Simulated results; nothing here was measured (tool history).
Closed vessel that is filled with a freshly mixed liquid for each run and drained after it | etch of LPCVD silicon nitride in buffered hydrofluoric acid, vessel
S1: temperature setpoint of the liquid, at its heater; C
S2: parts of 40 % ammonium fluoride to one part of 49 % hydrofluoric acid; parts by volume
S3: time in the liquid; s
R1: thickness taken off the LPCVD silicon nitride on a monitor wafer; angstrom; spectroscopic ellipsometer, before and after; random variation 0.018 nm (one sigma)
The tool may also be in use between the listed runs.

run  hour    S1    S2   S3      R1
  1   0.0  24.0  11.0  170  29.601
  2   5.8  24.0   8.5  170  37.415
  3   7.2  24.0  10.5  170  31.033
  4  14.0  27.5  10.5  170  37.125
  5  16.0  27.5  10.5  170  36.991
  6  23.5  26.0  10.5  170  34.698
  7  31.5  25.0  10.5  170  32.927
  8  40.2  25.0  10.5  170  32.146
  9  48.4  24.0  10.5  170  31.190
 10  52.1  23.0  10.5  170  29.625
 11  54.8  22.5  10.5  170  28.528
 12  58.6  22.0  10.5  170  27.827
 13  60.5  21.5  10.5  170  27.332

Run 14 comes next. What will it give?
 14  68.5  18.5  10.5  170   ?

R1: 22.835 angstrom
